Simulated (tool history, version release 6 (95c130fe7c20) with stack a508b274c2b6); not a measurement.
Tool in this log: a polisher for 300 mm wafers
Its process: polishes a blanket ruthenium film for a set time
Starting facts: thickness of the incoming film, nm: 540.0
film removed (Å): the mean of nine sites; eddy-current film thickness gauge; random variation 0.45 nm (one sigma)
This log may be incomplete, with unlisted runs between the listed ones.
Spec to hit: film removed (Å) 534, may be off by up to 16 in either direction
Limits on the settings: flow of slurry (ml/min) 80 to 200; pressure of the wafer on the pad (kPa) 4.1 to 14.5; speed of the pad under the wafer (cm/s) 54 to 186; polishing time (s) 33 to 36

run	hour	flow of slurry (ml/min)	pressure of the wafer on the pad (kPa)	speed of the pad under the wafer (cm/s)	polishing time (s)	film removed (Å)
1	0	130	9	118	36	308.63
2	7	130	9	92	36	247.71
3	8.2	155	9	92	36	258.77
4	14.7	165	11	94	36	326.08
5	20.1	170	12.4	98	36	377.21
6	27.2	175	13.1	104	36	425.21
7	30.1	180	13.8	108	36	458.93
8	33.6	180	13.8	112	36	473.44
9	37.4	180	13.8	114	36	479.72
10	43.5	190	14.5	116	36	517.55

Which of these 5 next moves meets every target?
A	49.6	190	13.8	126	33	?
B	49.6	175	14.5	118	35	?
C	49.6	190	13.8	124	35	?
D	49.6	185	13.8	118	36	?
E	49.6	195	13.8	136	34	?

move	film removed (Å)
A	482.65
B	501.18
C	504.8
D	495.45
E	533.66
A: misses by more than the last run did
B: misses by more than the last run did
C: misses by more than the last run did
D: misses by more than the last run did
E: meets every target
E is the move that brings every result within its allowed miss.
